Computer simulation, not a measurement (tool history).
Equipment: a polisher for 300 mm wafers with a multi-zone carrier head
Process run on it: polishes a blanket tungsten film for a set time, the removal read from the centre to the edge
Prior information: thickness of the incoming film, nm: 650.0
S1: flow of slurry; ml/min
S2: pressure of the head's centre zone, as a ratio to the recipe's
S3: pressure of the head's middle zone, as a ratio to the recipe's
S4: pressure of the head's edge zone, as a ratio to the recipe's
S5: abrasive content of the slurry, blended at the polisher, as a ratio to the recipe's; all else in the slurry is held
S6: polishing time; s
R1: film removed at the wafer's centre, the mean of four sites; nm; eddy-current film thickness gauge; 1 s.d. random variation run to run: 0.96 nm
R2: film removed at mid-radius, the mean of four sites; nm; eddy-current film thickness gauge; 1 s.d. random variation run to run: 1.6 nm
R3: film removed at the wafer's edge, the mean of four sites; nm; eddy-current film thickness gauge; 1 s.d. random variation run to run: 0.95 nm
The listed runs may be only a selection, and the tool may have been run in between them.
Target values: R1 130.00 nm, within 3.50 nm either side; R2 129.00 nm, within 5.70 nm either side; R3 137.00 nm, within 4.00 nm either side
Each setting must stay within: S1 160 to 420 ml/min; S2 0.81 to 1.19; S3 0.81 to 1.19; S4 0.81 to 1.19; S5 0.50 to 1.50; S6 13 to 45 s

Run 1, day 0.000: S1 270 ml/min, S2 1.00, S3 1.00, S4 1.00, S5 1.00, S6 29 s. Result: R1 222.10 nm, R2 222.84 nm, R3 227.29 nm.
Run 2, day 0.329: S1 270 ml/min, S2 1.00, S3 1.00, S4 1.00, S5 1.00, S6 23 s. Result: R1 175.86 nm, R2 180.33 nm, R3 179.80 nm.
Run 3, day 0.500: S1 265 ml/min, S2 0.98, S3 0.96, S4 0.97, S5 0.85, S6 22 s. Result: R1 156.18 nm, R2 153.48 nm, R3 159.59 nm.
Run 4, day 0.688: S1 255 ml/min, S2 0.95, S3 0.94, S4 0.93, S5 0.85, S6 22 s. Result: R1 151.32 nm, R2 148.80 nm, R3 157.68 nm.
Run 5, day 0.717: S1 255 ml/min, S2 0.94, S3 0.94, S4 0.91, S5 0.80, S6 22 s. Result: R1 147.57 nm, R2 146.75 nm, R3 153.34 nm.
Run 6, day 0.788: S1 255 ml/min, S2 0.94, S3 0.94, S4 0.95, S5 0.80, S6 22 s. Result: R1 148.12 nm, R2 150.87 nm, R3 156.15 nm.
Run 7, day 0.929: S1 255 ml/min, S2 0.94, S3 0.94, S4 0.95, S5 0.80, S6 22 s. Result: R1 148.59 nm, R2 147.60 nm, R3 157.16 nm.
Run 8, day 1.071: S1 250 ml/min, S2 0.93, S3 0.93, S4 0.92, S5 0.75, S6 22 s. Result: R1 143.25 nm, R2 145.59 nm, R3 152.07 nm.
Run 9, day 1.146: S1 225 ml/min, S2 0.91, S3 0.83, S4 0.82, S5 0.55, S6 22 s. Result: R1 127.48 nm, R2 119.45 nm, R3 130.54 nm.

Which single option among these 4 for the next run brings every result within its allowed miss of target? Just one does.
Run A, day 1.221: S1 225 ml/min, S2 0.93, S3 0.81, S4 0.92, S5 0.60, S6 21 s. Result: R1 ?, R2 ?, R3 ?.
Run B, day 1.221: S1 260 ml/min, S2 1.02, S3 0.93, S4 0.81, S5 0.50, S6 20 s. Result: R1 ?, R2 ?, R3 ?.
Run C, day 1.221: S1 320 ml/min, S2 1.00, S3 0.81, S4 0.96, S5 0.55, S6 19 s. Result: R1 ?, R2 ?, R3 ?.
Run D, day 1.221: S1 265 ml/min, S2 0.88, S3 0.86, S4 0.81, S5 0.50, S6 23 s. Result: R1 ?, R2 ?, R3 ?.

move      R1      R2      R3
   A  125.66  113.43  135.23
   B  128.19  117.75  117.58
   C  125.39  104.69  126.08
   D  127.30  127.30  135.59
A: lands further from the targets than the last run did
B: lands further from the targets than the last run did
C: lands further from the targets than the last run did
D: each result inside its tolerance
Go with D: it meets all targets.
